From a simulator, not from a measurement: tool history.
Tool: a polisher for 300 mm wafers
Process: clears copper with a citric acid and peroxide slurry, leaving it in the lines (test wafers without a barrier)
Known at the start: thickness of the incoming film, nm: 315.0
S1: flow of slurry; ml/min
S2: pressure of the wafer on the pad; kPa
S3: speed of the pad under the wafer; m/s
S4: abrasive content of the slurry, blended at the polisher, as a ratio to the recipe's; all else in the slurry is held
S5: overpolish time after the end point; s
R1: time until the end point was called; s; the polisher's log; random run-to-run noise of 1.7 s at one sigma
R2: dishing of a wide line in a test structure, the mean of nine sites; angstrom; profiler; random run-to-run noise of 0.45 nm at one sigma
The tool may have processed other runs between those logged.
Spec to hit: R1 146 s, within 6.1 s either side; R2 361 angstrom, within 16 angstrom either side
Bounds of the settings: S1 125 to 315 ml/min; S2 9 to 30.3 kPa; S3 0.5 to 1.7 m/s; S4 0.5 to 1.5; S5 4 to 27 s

{"run": 1, "hour": 0.0, "S1": 205, "S2": 19.3, "S3": 1.1, "S4": 1, "S5": 14, "R1": 121.97, "R2": 267.75}
{"run": 2, "hour": 7.7, "S1": 205, "S2": 18.6, "S3": 1.1, "S4": 1, "S5": 15, "R1": 130.91, "R2": 270.32}
{"run": 3, "hour": 9.4, "S1": 205, "S2": 18.6, "S3": 1.1, "S4": 1, "S5": 16, "R1": 127.56, "R2": 296.31}
{"run": 4, "hour": 16.8, "S1": 205, "S2": 15.2, "S3": 1.1, "S4": 1, "S5": 16, "R1": 154.22, "R2": 244.42}
{"run": 5, "hour": 19.0, "S1": 205, "S2": 15.2, "S3": 1.1, "S4": 1, "S5": 17, "R1": 156.43, "R2": 258.63}
{"run": 6, "hour": 26.6, "S1": 235, "S2": 15.2, "S3": 1.1, "S4": 1, "S5": 17, "R1": 156.22, "R2": 260.18}
{"run": 7, "hour": 32.0, "S1": 235, "S2": 15.2, "S3": 1.1, "S4": 1, "S5": 18, "R1": 152.36, "R2": 272.17}
{"run": 8, "hour": 33.3, "S1": 230, "S2": 15.2, "S3": 1.1, "S4": 1, "S5": 19, "R1": 152.79, "R2": 281.55}
{"run": 9, "hour": 35.0, "S1": 230, "S2": 15.2, "S3": 1.1, "S4": 1, "S5": 20, "R1": 151.81, "R2": 302.22}
{"run": 10, "hour": 37.7, "S1": 230, "S2": 15.2, "S3": 1.1, "S4": 1, "S5": 22, "R1": 151.49, "R2": 322.52}
{"run": 11, "hour": 41.5, "S1": 230, "S2": 15.2, "S3": 1.1, "S4": 1, "S5": 23, "R1": 153.72, "R2": 335.47}

Consider the 4 candidate settings below. Which is the only one whose results all fall within their allowed miss of target?
{"run": "A", "hour": 45.3, "S1": 275, "S2": 16.5, "S3": 1.12, "S4": 0.85, "S5": 27, "R1": "?", "R2": "?"}
{"run": "B", "hour": 45.3, "S1": 205, "S2": 15.9, "S3": 1.02, "S4": 0.9, "S5": 24, "R1": "?", "R2": "?"}
{"run": "C", "hour": 45.3, "S1": 250, "S2": 17.9, "S3": 0.86, "S4": 1.1, "S5": 26, "R1": "?", "R2": "?"}
{"run": "D", "hour": 45.3, "S1": 280, "S2": 17.2, "S3": 0.96, "S4": 1, "S5": 23, "R1": "?", "R2": "?"}

move=A R1=142.03 R2=409.98
move=B R1=158.4 R2=336.47
move=C R1=144.21 R2=394.1
move=D R1=143.04 R2=356.08
A: pushes the last run's worst result past its target
B: further off than the last run
C: pushes the last run's worst result past its target
D: all results land within tolerance of their targets
D is the move that brings every result within its allowed miss.

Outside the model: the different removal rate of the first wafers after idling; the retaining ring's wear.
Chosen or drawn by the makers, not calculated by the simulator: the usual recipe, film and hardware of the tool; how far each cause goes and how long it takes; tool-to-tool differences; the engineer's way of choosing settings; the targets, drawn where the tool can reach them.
